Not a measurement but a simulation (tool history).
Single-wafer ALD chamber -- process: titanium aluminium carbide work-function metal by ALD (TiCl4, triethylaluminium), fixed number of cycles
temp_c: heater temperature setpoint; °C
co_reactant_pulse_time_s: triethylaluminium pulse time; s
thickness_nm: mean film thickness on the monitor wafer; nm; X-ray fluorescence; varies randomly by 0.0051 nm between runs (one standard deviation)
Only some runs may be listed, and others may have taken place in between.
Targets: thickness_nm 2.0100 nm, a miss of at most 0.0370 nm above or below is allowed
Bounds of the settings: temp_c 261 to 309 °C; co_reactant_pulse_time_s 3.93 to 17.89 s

run 1 hour=0.0 | temp_c=285 co_reactant_pulse_time_s=10.91 | thickness_nm=1.8304
run 2 hour=5.4 | temp_c=289 co_reactant_pulse_time_s=11.39 | thickness_nm=1.8776
run 3 hour=6.6 | temp_c=289 co_reactant_pulse_time_s=13.52 | thickness_nm=1.8771
run 4 hour=10.7 | temp_c=293 co_reactant_pulse_time_s=13.65 | thickness_nm=1.9243
run 5 hour=14.6 | temp_c=285 co_reactant_pulse_time_s=13.65 | thickness_nm=1.8484
run 6 hour=17.1 | temp_c=278 co_reactant_pulse_time_s=13.65 | thickness_nm=1.7868
run 7 hour=20.2 | temp_c=284 co_reactant_pulse_time_s=14.02 | thickness_nm=1.8386
run 8 hour=26.9 | temp_c=288 co_reactant_pulse_time_s=14.23 | thickness_nm=1.8856
run 9 hour=32.5 | temp_c=291 co_reactant_pulse_time_s=14.46 | thickness_nm=1.9146
run 10 hour=40.7 | temp_c=293 co_reactant_pulse_time_s=14.62 | thickness_nm=1.9269
run 11 hour=47.8 | temp_c=295 co_reactant_pulse_time_s=14.75 | thickness_nm=1.9556
run 12 hour=55.2 | temp_c=296 co_reactant_pulse_time_s=14.84 | thickness_nm=1.9708

5 next moves are on the table. One of them brings every result within its allowed miss. Which?
run A hour=62.6 | temp_c=291 co_reactant_pulse_time_s=13.32 | thickness_nm=?
run B hour=62.6 | temp_c=293 co_reactant_pulse_time_s=12.00 | thickness_nm=?
run C hour=62.6 | temp_c=293 co_reactant_pulse_time_s=16.60 | thickness_nm=?
run D hour=62.6 | temp_c=302 co_reactant_pulse_time_s=14.23 | thickness_nm=?
run E hour=62.6 | temp_c=291 co_reactant_pulse_time_s=15.77 | thickness_nm=?

move=A thickness_nm=1.9003
move=B thickness_nm=1.9079
move=C thickness_nm=1.9325
move=D thickness_nm=2.0130
move=E thickness_nm=1.9111
A: misses by more than the last run did
B: misses by more than the last run did
C: misses by more than the last run did
D: hits every target within its allowed miss
E: misses by more than the last run did
D is the move that brings every result within its allowed miss.

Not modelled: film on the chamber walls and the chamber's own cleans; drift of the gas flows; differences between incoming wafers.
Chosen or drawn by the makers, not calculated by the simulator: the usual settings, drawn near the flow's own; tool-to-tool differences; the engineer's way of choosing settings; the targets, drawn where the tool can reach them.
